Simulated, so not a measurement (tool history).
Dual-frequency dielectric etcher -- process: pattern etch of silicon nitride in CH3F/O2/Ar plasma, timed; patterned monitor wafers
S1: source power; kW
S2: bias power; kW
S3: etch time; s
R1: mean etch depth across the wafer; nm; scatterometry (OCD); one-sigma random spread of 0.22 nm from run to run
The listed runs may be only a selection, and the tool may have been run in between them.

run    day     S1     S2    S3      R1
  1  0.000  0.430  0.062  60.0  40.106
  2  0.300  0.460  0.062  60.0  40.794
  3  0.583  0.460  0.062  60.0  41.062
  4  0.833  0.390  0.062  60.0  39.114
  5  1.125  0.460  0.062  60.0  40.835
  6  1.404  0.400  0.062  60.0  39.031
  7  1.708  0.420  0.063  60.0  40.211
  8  1.754  0.430  0.063  60.0  40.169
  9  1.825  0.440  0.064  60.0  40.907

Run 10 comes next. What will it give?
 10  2.017  0.450  0.064  60.0   ?

{"run 10": {"R1": 40.866}}
